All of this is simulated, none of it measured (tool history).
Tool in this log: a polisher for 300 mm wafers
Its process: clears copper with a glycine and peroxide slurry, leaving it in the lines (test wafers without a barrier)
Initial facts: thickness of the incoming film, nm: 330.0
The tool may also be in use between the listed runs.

run  hour  flow of slurry (ml/min)  pressure of the wafer on the pad (kPa)  speed of the pad under the wafer (m/s)  overpolish time after the end point (s)  time until the end point was called (s)  dishing of a wide line in a test structure (nm)
  1   0.0                      165                                    15.2                                    0.84                                       13                                   91.515                                           20.320
  2   4.4                      165                                    14.5                                    0.84                                       12                                   95.140                                           19.138
  3   8.7                      165                                    14.5                                    0.84                                       11                                   95.315                                           18.149
  4  16.4                      200                                    14.5                                    0.84                                       11                                   91.893                                           18.897
  5  20.6                      200                                    14.5                                    0.84                                       14                                   92.889                                           21.459
  6  24.8                      200                                    14.5                                    0.74                                       14                                  100.410                                           20.989
  7  27.2                      190                                    12.4                                    0.78                                        8                                  108.540                                           13.259

Run 8 has not been measured yet. What should we expect?
  8  31.2                      195                                    13.1                                    0.76                                        9                                        ?                                                ?

{"run 8": {"time until the end point was called (s)": 105.32, "dishing of a wide line in a test structure (nm)": 14.877}}
